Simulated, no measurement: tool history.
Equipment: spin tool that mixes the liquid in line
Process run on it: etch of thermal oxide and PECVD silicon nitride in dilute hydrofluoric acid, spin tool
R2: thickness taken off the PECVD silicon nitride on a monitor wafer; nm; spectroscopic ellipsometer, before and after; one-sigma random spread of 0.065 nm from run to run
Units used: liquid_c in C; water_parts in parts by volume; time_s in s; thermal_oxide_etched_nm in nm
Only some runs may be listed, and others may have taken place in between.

{"run": 1, "hour": 0.0, "liquid_c": 25, "water_parts": 50, "time_s": 180, "thermal_oxide_etched_nm": 19.512, "R2": 21.683}
{"run": 2, "hour": 1.9, "liquid_c": 21.5, "water_parts": 50, "time_s": 180, "thermal_oxide_etched_nm": 16.887, "R2": 17.051}
{"run": 3, "hour": 5.0, "liquid_c": 21.5, "water_parts": 60, "time_s": 180, "thermal_oxide_etched_nm": 13.843, "R2": 14.303}
{"run": 4, "hour": 7.9, "liquid_c": 21.5, "water_parts": 60, "time_s": 115, "thermal_oxide_etched_nm": 8.8405, "R2": 9.1286}
{"run": 5, "hour": 11.7, "liquid_c": 21.5, "water_parts": 45, "time_s": 115, "thermal_oxide_etched_nm": 11.96, "R2": 12.14}
{"run": 6, "hour": 14.3, "liquid_c": 21.5, "water_parts": 25, "time_s": 115, "thermal_oxide_etched_nm": 22.17, "R2": 21.377}
{"run": 7, "hour": 22.1, "liquid_c": 21, "water_parts": 30, "time_s": 120, "thermal_oxide_etched_nm": 18.782, "R2": 18.151}
{"run": 8, "hour": 27.1, "liquid_c": 20.5, "water_parts": 30, "time_s": 120, "thermal_oxide_etched_nm": 18.5, "R2": 17.596}

For run 9, what comes out?
{"run": 9, "hour": 30.4, "liquid_c": 20.5, "water_parts": 35, "time_s": 120, "thermal_oxide_etched_nm": "?", "R2": "?"}

{"run 9": {"thermal_oxide_etched_nm": 15.781, "R2": 15.172}}
